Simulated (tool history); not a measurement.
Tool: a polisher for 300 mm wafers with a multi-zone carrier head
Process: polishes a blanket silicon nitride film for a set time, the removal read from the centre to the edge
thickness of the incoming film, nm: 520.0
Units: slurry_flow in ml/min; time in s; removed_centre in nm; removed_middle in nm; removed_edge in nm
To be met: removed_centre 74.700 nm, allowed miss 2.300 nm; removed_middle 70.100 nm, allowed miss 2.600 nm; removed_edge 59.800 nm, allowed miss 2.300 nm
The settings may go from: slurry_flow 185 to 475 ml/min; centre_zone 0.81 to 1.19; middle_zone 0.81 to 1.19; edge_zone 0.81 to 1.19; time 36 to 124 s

Run 1, hour 0.0: slurry_flow 305 ml/min, centre_zone 1.00, middle_zone 1.00, edge_zone 1.00, time 79 s. Result: removed_centre 122.550 nm, removed_middle 120.860 nm, removed_edge 125.130 nm.
Run 2, hour 8.7: slurry_flow 340 ml/min, centre_zone 1.00, middle_zone 1.00, edge_zone 1.00, time 79 s. Result: removed_centre 121.820 nm, removed_middle 119.400 nm, removed_edge 127.280 nm.
Run 3, hour 11.1: slurry_flow 300 ml/min, centre_zone 1.01, middle_zone 1.00, edge_zone 0.95, time 68 s. Result: removed_centre 106.440 nm, removed_middle 101.820 nm, removed_edge 105.880 nm.
Run 4, hour 13.9: slurry_flow 300 ml/min, centre_zone 1.01, middle_zone 1.00, edge_zone 1.00, time 68 s. Result: removed_centre 107.980 nm, removed_middle 103.870 nm, removed_edge 109.210 nm.
Run 5, hour 20.0: slurry_flow 300 ml/min, centre_zone 1.01, middle_zone 1.00, edge_zone 1.00, time 85 s. Result: removed_centre 131.120 nm, removed_middle 125.350 nm, removed_edge 135.940 nm.
Run 6, hour 28.3: slurry_flow 265 ml/min, centre_zone 1.01, middle_zone 1.00, edge_zone 1.00, time 85 s. Result: removed_centre 131.520 nm, removed_middle 128.140 nm, removed_edge 132.720 nm.
Run 7, hour 30.1: slurry_flow 245 ml/min, centre_zone 1.03, middle_zone 1.02, edge_zone 0.95, time 72 s. Result: removed_centre 111.050 nm, removed_middle 107.340 nm, removed_edge 108.670 nm.
At hour 31.3: edge zone pressure recalibrated.
Run 8, hour 31.3: slurry_flow 185 ml/min, centre_zone 1.13, middle_zone 1.12, edge_zone 0.85, time 50 s. Result: removed_centre 79.390 nm, removed_middle 76.848 nm, removed_edge 68.293 nm.

4 next moves are on the table. One of them brings every result within its allowed miss. Which?
Run A, hour 32.5: slurry_flow 185 ml/min, centre_zone 1.15, middle_zone 1.12, edge_zone 0.82, time 46 s. Result: removed_centre ?, removed_middle ?, removed_edge ?.
Run B, hour 32.5: slurry_flow 195 ml/min, centre_zone 1.19, middle_zone 1.00, edge_zone 0.81, time 46 s. Result: removed_centre ?, removed_middle ?, removed_edge ?.
Run C, hour 32.5: slurry_flow 185 ml/min, centre_zone 1.03, middle_zone 0.94, edge_zone 1.05, time 55 s. Result: removed_centre ?, removed_middle ?, removed_edge ?.
Run D, hour 32.5: slurry_flow 250 ml/min, centre_zone 1.14, middle_zone 1.04, edge_zone 0.84, time 43 s. Result: removed_centre ?, removed_middle ?, removed_edge ?.

move  removed_centre  removed_middle  removed_edge
   A          75.676          69.686        60.853
   B          79.137          63.892        61.067
   C          80.876          71.845        81.841
   D          74.010          64.196        59.670
A: meets every target
B: brings the result that was furthest off to its target, and leaves another outside
C: further off than the last run
D: brings the result that was furthest off to its target, and leaves another outside
The right move is A.

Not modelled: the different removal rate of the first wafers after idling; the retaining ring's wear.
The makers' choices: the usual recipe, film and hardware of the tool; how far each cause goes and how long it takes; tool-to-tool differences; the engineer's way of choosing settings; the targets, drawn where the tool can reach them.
